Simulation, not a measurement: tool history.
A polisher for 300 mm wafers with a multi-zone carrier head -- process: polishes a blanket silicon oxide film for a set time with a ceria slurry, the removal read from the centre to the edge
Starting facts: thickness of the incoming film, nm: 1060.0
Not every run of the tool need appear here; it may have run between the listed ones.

run	hour	flow of slurry (ml/min)	pressure of the head's centre zone	pressure of the head's middle zone	pressure of the head's edge zone	polishing time (s)	film removed at the wafer's centre (Å)	film removed at mid-radius (Å)	film removed at the wafer's edge (Å)
1	0	310	1	1	1	63	2266.7	2296.6	2288.6
2	5.2	310	1	1.07	1	63	2267.7	2452.8	2262.8
3	10.3	315	1.02	1.06	1.02	65	2440.4	2472.5	2365.8
4	11.7	315	1.02	1.06	1.09	65	2414.1	2489.1	2434.8
5	15.4	315	1.02	1.06	1.01	65	2408.4	2527.7	2373.1
6	22	315	1.02	1.01	1.01	65	2440.8	2431.8	2383.6

What does the tool deliver on the next run?
7	24.5	320	1.03	1.01	1.02	66	?	?	?

Run 7 yielded film removed at the wafer's centre (Å) 2516.8, film removed at mid-radius (Å) 2445.1, film removed at the wafer's edge (Å) 2394.7.
